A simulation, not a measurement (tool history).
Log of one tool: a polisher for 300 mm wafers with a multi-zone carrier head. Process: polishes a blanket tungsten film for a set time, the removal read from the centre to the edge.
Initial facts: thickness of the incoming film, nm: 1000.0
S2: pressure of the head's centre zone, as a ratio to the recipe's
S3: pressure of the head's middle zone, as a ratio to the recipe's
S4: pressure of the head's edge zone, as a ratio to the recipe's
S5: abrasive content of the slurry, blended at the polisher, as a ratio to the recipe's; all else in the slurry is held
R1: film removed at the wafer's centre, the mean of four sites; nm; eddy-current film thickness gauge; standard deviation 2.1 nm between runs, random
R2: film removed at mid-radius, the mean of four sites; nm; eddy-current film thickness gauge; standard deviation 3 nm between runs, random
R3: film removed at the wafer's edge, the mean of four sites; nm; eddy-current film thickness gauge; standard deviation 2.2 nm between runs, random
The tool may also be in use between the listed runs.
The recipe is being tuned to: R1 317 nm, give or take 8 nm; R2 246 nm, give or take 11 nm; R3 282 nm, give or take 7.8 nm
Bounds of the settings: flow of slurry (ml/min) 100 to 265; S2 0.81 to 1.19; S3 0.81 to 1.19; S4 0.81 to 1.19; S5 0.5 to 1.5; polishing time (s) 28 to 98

Run 1, hour 0: flow of slurry (ml/min) 170, S2 1, S3 1, S4 1, S5 1, polishing time (s) 63. Result: R1 387.37 nm, R2 385.76 nm, R3 395.11 nm.
Run 2, hour 8.6: flow of slurry (ml/min) 170, S2 1, S3 0.94, S4 1, S5 1, polishing time (s) 63. Result: R1 383.47 nm, R2 374.08 nm, R3 382.92 nm.
Run 3, hour 12.8: flow of slurry (ml/min) 170, S2 1, S3 0.94, S4 1.03, S5 1, polishing time (s) 63. Result: R1 384.67 nm, R2 365.9 nm, R3 392.46 nm.
Run 4, hour 19.4: flow of slurry (ml/min) 170, S2 1, S3 0.94, S4 1.03, S5 1.15, polishing time (s) 63. Result: R1 399.95 nm, R2 374.57 nm, R3 407.89 nm.
Run 5, hour 21.1: flow of slurry (ml/min) 165, S2 1.03, S3 0.92, S4 1.04, S5 1.05, polishing time (s) 61. Result: R1 390.62 nm, R2 356.25 nm, R3 386.83 nm.
Run 6, hour 28.1: flow of slurry (ml/min) 165, S2 1.05, S3 0.9, S4 1.06, S5 0.95, polishing time (s) 58. Result: R1 371.09 nm, R2 321.69 nm, R3 364.39 nm.
Run 7, hour 28.8: flow of slurry (ml/min) 125, S2 1.08, S3 0.81, S4 0.96, S5 0.7, polishing time (s) 55. Result: R1 316.53 nm, R2 251.03 nm, R3 298.48 nm.
Run 8, hour 32.2: flow of slurry (ml/min) 125, S2 1.08, S3 0.81, S4 0.96, S5 0.7, polishing time (s) 55. Result: R1 313.8 nm, R2 250.61 nm, R3 297.01 nm.
At hour 36.6: slurry nozzle cleaned.
Run 9, hour 36.6: flow of slurry (ml/min) 125, S2 1.09, S3 0.81, S4 0.95, S5 0.7, polishing time (s) 55. Result: R1 337.37 nm, R2 262.16 nm, R3 306.33 nm.
Run 10, hour 38.6: flow of slurry (ml/min) 115, S2 1.09, S3 0.81, S4 0.91, S5 0.5, polishing time (s) 53. Result: R1 299.34 nm, R2 233.31 nm, R3 270.96 nm.
Run 11, hour 40.6: flow of slurry (ml/min) 115, S2 1.09, S3 0.81, S4 0.91, S5 0.5, polishing time (s) 53. Result: R1 295.25 nm, R2 234.08 nm, R3 267.14 nm.
Run 12, hour 43.5: flow of slurry (ml/min) 120, S2 1.09, S3 0.81, S4 0.92, S5 0.5, polishing time (s) 53. Result: R1 298.87 nm, R2 229.59 nm, R3 267.34 nm.
Run 13, hour 45.4: flow of slurry (ml/min) 125, S2 1.09, S3 0.82, S4 0.93, S5 0.5, polishing time (s) 53. Result: R1 303.79 nm, R2 243.48 nm, R3 274.61 nm.
Run 14, hour 50.8: flow of slurry (ml/min) 135, S2 1.13, S3 0.81, S4 0.97, S5 0.5, polishing time (s) 52. Result: R1 307.53 nm, R2 238.61 nm, R3 277.23 nm.

Which one of the following 5 next-run settings gets every result inside its allowed miss? There is exactly one.
Run A, hour 56.2: flow of slurry (ml/min) 130, S2 1.14, S3 0.84, S4 0.99, S5 0.8, polishing time (s) 48. Result: R1 ?, R2 ?, R3 ?.
Run B, hour 56.2: flow of slurry (ml/min) 140, S2 1.12, S3 0.81, S4 1.05, S5 0.65, polishing time (s) 47. Result: R1 ?, R2 ?, R3 ?.
Run C, hour 56.2: flow of slurry (ml/min) 130, S2 1.13, S3 0.94, S4 0.97, S5 0.6, polishing time (s) 51. Result: R1 ?, R2 ?, R3 ?.
Run D, hour 56.2: flow of slurry (ml/min) 135, S2 1.09, S3 0.89, S4 0.99, S5 0.55, polishing time (s) 51. Result: R1 ?, R2 ?, R3 ?.
Run E, hour 56.2: flow of slurry (ml/min) 130, S2 1.18, S3 0.83, S4 0.88, S5 0.5, polishing time (s) 53. Result: R1 ?, R2 ?, R3 ?.

move      R1      R2      R3
   A  317.02  243.14  283.54
   B  295.52  223.16  274.85
   C  314.37  266.28  280.08
   D     301  251.23   278.8
   E  326.14  240.52  268.72
A: hits every target within its allowed miss
B: its largest miss is bigger than the last run's
C: the furthest-off result lands on target, but another misses its tolerance
D: its largest miss is bigger than the last run's
E: the result that was furthest off in the last run now lies on the other side of its target
A meets every target.
